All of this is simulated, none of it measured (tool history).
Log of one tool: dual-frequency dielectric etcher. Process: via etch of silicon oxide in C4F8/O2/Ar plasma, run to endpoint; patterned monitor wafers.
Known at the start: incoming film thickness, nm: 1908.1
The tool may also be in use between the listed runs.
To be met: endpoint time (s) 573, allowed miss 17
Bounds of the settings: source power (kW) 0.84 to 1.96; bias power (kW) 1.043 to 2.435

{"run": 1, "day": 0.0, "source power (kW)": 1.4, "bias power (kW)": 1.739, "endpoint time (s)": 485.2}
{"run": 2, "day": 0.271, "source power (kW)": 1.4, "bias power (kW)": 2.049, "endpoint time (s)": 472.75}
{"run": 3, "day": 0.379, "source power (kW)": 1.5, "bias power (kW)": 2.049, "endpoint time (s)": 454.57}
{"run": 4, "day": 0.479, "source power (kW)": 1.42, "bias power (kW)": 2.016, "endpoint time (s)": 469.96}
{"run": 5, "day": 0.692, "source power (kW)": 1.42, "bias power (kW)": 1.87, "endpoint time (s)": 474.73}
{"run": 6, "day": 1.004, "source power (kW)": 1.59, "bias power (kW)": 1.87, "endpoint time (s)": 452.36}
{"run": 7, "day": 1.046, "source power (kW)": 1.31, "bias power (kW)": 1.522, "endpoint time (s)": 513.25}
{"run": 8, "day": 1.412, "source power (kW)": 1.27, "bias power (kW)": 1.503, "endpoint time (s)": 521.57}
{"run": 9, "day": 1.592, "source power (kW)": 1.24, "bias power (kW)": 1.487, "endpoint time (s)": 534.27}
{"run": 10, "day": 1.842, "source power (kW)": 1.22, "bias power (kW)": 1.478, "endpoint time (s)": 533.19}
{"run": 11, "day": 2.1, "source power (kW)": 1.2, "bias power (kW)": 1.467, "endpoint time (s)": 540.74}
{"run": 12, "day": 2.371, "source power (kW)": 1.18, "bias power (kW)": 1.46, "endpoint time (s)": 546.52}
{"run": 13, "day": 2.658, "source power (kW)": 1.17, "bias power (kW)": 1.455, "endpoint time (s)": 547.85}
{"run": 14, "day": 2.8, "source power (kW)": 1.16, "bias power (kW)": 1.45, "endpoint time (s)": 545.92}
{"run": 15, "day": 3.088, "source power (kW)": 1.14, "bias power (kW)": 1.442, "endpoint time (s)": 555.06}

Which of these 5 next moves meets every target?
{"run": "A", "day": 3.375, "source power (kW)": 0.95, "bias power (kW)": 1.381, "endpoint time (s)": "?"}
{"run": "B", "day": 3.375, "source power (kW)": 0.91, "bias power (kW)": 1.409, "endpoint time (s)": "?"}
{"run": "C", "day": 3.375, "source power (kW)": 1.18, "bias power (kW)": 1.513, "endpoint time (s)": "?"}
{"run": "D", "day": 3.375, "source power (kW)": 0.95, "bias power (kW)": 1.242, "endpoint time (s)": "?"}
{"run": "E", "day": 3.375, "source power (kW)": 1.06, "bias power (kW)": 1.449, "endpoint time (s)": "?"}

move=A endpoint_time_(s)=615.95
move=B endpoint_time_(s)=627.89
move=C endpoint_time_(s)=543.38
move=D endpoint_time_(s)=626.64
move=E endpoint_time_(s)=577.54
A: takes the result that was furthest off past its target
B: takes the result that was furthest off past its target
C: further off than the last run
D: takes the result that was furthest off past its target
E: meets every target
Move E is the one to make.
